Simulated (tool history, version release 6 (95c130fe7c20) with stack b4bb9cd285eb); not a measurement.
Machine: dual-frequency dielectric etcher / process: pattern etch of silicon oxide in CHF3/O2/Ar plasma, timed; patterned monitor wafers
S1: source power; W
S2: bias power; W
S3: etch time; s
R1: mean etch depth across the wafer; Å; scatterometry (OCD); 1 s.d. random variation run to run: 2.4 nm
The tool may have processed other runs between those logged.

run,hour,S1,S2,S3,R1
1,0,490,196,259.5,5147.9
2,3.5,450,188,258.5,4943.1
3,10.6,420,179,257,4766.7
4,11.7,400,172,256,4605.1
5,16.8,400,202,256,4814.4
6,24.6,380,194,254.5,4678.2

For run 7, what comes out?
7,31.4,380,194,254.5,?

R1: 4617.9 Å

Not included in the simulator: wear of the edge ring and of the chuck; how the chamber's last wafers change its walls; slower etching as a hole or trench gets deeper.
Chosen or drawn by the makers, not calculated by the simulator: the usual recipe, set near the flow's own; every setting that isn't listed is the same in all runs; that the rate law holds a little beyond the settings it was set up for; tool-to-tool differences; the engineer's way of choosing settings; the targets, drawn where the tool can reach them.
